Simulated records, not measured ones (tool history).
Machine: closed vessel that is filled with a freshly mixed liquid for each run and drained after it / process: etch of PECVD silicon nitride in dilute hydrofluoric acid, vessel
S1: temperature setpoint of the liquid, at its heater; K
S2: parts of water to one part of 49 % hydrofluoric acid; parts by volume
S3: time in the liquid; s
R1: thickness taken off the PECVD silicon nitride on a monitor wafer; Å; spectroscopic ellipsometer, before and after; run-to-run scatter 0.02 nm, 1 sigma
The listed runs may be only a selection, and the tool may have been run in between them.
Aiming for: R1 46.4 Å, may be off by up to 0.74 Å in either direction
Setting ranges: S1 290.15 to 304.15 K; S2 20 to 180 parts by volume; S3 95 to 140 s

{"run": 1, "hour": 0.0, "S1": 296.15, "S2": 100, "S3": 140, "R1": 37.834}
{"run": 2, "hour": 2.9, "S1": 296.15, "S2": 65, "S3": 140, "R1": 57.877}
{"run": 3, "hour": 7.2, "S1": 296.15, "S2": 40, "S3": 140, "R1": 93.054}
{"run": 4, "hour": 14.8, "S1": 294.65, "S2": 45, "S3": 140, "R1": 75.086}
{"run": 5, "hour": 19.5, "S1": 293.65, "S2": 50, "S3": 140, "R1": 62.972}
{"run": 6, "hour": 22.3, "S1": 292.65, "S2": 50, "S3": 140, "R1": 58.904}
{"run": 7, "hour": 23.5, "S1": 290.15, "S2": 60, "S3": 140, "R1": 40.923}
{"run": 8, "hour": 26.5, "S1": 290.65, "S2": 60, "S3": 140, "R1": 42.839}
{"run": 9, "hour": 31.3, "S1": 291.15, "S2": 60, "S3": 140, "R1": 44.074}
{"run": 10, "hour": 37.0, "S1": 292.15, "S2": 60, "S3": 140, "R1": 47.537}

Below are 5 possible settings for the next run. Only one of them brings all results inside the allowed miss of their targets. Which is it?
{"run": "A", "hour": 42.7, "S1": 295.65, "S2": 70, "S3": 130, "R1": "?"}
{"run": "B", "hour": 42.7, "S1": 292.65, "S2": 45, "S3": 100, "R1": "?"}
{"run": "C", "hour": 42.7, "S1": 290.65, "S2": 55, "S3": 135, "R1": "?"}
{"run": "D", "hour": 42.7, "S1": 292.65, "S2": 60, "S3": 140, "R1": "?"}
{"run": "E", "hour": 42.7, "S1": 292.65, "S2": 60, "S3": 125, "R1": "?"}

move=A R1=48.256
move=B R1=46.472
move=C R1=44.868
move=D R1=49.189
move=E R1=43.918
A: further off than the last run
B: meets every target
C: carries the result that was furthest off beyond its target, to the other side
D: further off than the last run
E: carries the result that was furthest off beyond its target, to the other side
The move that meets every target is B.

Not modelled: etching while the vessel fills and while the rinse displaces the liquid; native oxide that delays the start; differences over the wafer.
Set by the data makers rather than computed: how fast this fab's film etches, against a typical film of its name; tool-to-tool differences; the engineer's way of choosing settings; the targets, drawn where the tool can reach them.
